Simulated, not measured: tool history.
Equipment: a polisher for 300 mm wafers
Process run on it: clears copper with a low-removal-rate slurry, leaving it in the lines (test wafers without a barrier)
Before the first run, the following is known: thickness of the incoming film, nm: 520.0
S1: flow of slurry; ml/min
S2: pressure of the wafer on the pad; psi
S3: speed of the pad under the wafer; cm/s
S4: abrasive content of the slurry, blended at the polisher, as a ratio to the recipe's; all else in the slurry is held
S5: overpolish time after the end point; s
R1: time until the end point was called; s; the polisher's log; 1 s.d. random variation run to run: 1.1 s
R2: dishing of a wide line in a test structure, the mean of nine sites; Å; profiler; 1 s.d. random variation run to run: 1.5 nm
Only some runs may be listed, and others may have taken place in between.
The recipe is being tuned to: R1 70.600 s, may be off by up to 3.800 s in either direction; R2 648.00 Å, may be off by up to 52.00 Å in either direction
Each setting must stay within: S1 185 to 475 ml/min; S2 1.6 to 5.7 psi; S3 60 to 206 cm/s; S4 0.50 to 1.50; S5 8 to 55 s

run	hour	S1	S2	S3	S4	S5	R1	R2
1	0.0	305	3.6	132	1.00	28	123.460	574.67
2	5.8	305	3.6	132	1.00	18	125.490	459.48
3	8.6	305	3.9	132	1.00	18	119.290	461.38
4	17.3	305	4.1	134	1.00	18	111.250	483.04
5	22.5	305	4.5	134	1.00	18	103.190	523.80
6	24.5	305	4.5	134	1.00	24	105.060	599.72
# hour 30.5: head pressure recalibrated
7	30.5	305	4.6	138	1.00	23	94.008	632.72
8	33.1	305	4.7	138	1.00	22	91.772	627.44
9	33.7	305	4.8	138	1.00	21	92.456	585.54
10	39.8	305	4.9	140	1.00	21	88.721	612.59
11	46.5	305	5.0	142	1.00	21	85.282	635.38
12	50.1	305	5.1	142	1.00	20	84.383	603.39
13	54.3	305	5.2	144	1.00	20	81.625	619.90
14	55.3	305	5.3	144	1.00	20	81.186	626.53
15	61.2	305	5.3	146	1.00	20	80.767	671.16
16	64.5	305	5.4	148	1.00	19	78.694	626.17
17	72.3	305	5.4	150	1.00	19	78.348	651.64
18	78.0	305	5.4	152	1.00	18	76.322	585.61

Pick the move, out of 5, that brings all results within their allowed miss; only one does.
A	83.7	345	5.0	182	1.10	11	?	?
B	83.7	255	5.7	172	0.90	13	?	?
C	83.7	295	5.2	130	1.10	15	?	?
D	83.7	255	4.8	172	1.35	18	?	?
E	83.7	310	5.5	164	0.90	10	?	?

move	R1	R2
A	63.455	472.89
B	64.972	526.27
C	86.615	473.43
D	67.849	623.75
E	68.750	417.07
A: the result that was furthest off in the last run now lies on the other side of its target
B: the result that was furthest off in the last run now lies on the other side of its target
C: misses by more than the last run did
D: in spec on every target
E: the worst result of the last run now meets its target, but another is out of spec
So the answer is move D, the one that meets all the targets.
